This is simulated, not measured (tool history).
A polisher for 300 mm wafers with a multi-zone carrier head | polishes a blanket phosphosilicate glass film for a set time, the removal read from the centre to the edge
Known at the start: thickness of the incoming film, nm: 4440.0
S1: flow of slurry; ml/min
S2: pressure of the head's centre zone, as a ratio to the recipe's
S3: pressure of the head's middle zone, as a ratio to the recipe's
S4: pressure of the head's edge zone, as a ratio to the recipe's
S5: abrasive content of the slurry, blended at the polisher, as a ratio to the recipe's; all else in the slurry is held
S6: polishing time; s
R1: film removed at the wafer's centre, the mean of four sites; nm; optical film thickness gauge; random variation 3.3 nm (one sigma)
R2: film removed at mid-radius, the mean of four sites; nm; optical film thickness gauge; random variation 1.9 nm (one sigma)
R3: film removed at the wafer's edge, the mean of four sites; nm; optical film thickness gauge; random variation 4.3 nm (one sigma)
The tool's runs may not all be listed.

| run | hour | S1 | S2 | S3 | S4 | S5 | S6 | R1 | R2 | R3 |
|---|---|---|---|---|---|---|---|---|---|---|
| 1 | 0 | 300 | 1 | 1 | 1 | 1 | 69 | 582.25 | 584.02 | 584.23 |
| 2 | 2.9 | 295 | 0.97 | 0.98 | 0.99 | 0.9 | 65 | 515.86 | 521.68 | 525.51 |
| 3 | 5.4 | 290 | 0.94 | 0.96 | 1 | 0.85 | 61 | 460.49 | 467.31 | 473.52 |
| 4 | 8.5 | 280 | 0.92 | 0.95 | 1.03 | 0.8 | 58 | 407.89 | 435.61 | 459.49 |
| 5 | 12.8 | 275 | 0.9 | 0.93 | 1.02 | 0.75 | 56 | 392.15 | 400.33 | 425.18 |
| 6 | 17.9 | 270 | 0.89 | 0.92 | 1.03 | 0.7 | 54 | 351.69 | 372.67 | 409.43 |

Run 7 comes next. What will it give?
| 7 | 24.5 | 265 | 0.88 | 0.91 | 1.02 | 0.65 | 53 | ? | ? | ? |

Run 7 gave R1 336.42 nm, R2 350.97 nm, R3 380.61 nm.
